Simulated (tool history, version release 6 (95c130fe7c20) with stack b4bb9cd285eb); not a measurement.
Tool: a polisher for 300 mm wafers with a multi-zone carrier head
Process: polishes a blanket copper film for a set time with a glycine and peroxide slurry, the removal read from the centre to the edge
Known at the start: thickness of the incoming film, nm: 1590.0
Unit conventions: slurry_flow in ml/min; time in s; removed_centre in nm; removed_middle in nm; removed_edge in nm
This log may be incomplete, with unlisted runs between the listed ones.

run,hour,slurry_flow,centre_zone,middle_zone,edge_zone,time,removed_centre,removed_middle,removed_edge
1,0,310,1,1,1,56,154.58,162.96,154.57
2,3.5,305,1,1,0.99,56,152.01,158.42,155.37
3,8.7,305,1,1,0.99,50,135.67,143.26,139.58
4,10.9,305,1,1,0.96,50,137.67,147.74,135.71
5,16.3,315,1.01,1.01,0.97,50,137.95,146.91,137.08
6,24.5,320,1.02,1.02,0.98,50,138.53,147.87,138.98
7,32.6,325,1.03,1.03,0.98,50,141.54,144.92,140.9

Run 8 is up next; what results do you expect?
# hour 33.3: worn pad replaced by a new one
8,33.3,365,1.05,1.13,0.94,51,?,?,?

removed_centre: 158.07 nm
removed_middle: 176.95 nm
removed_edge: 151.95 nm

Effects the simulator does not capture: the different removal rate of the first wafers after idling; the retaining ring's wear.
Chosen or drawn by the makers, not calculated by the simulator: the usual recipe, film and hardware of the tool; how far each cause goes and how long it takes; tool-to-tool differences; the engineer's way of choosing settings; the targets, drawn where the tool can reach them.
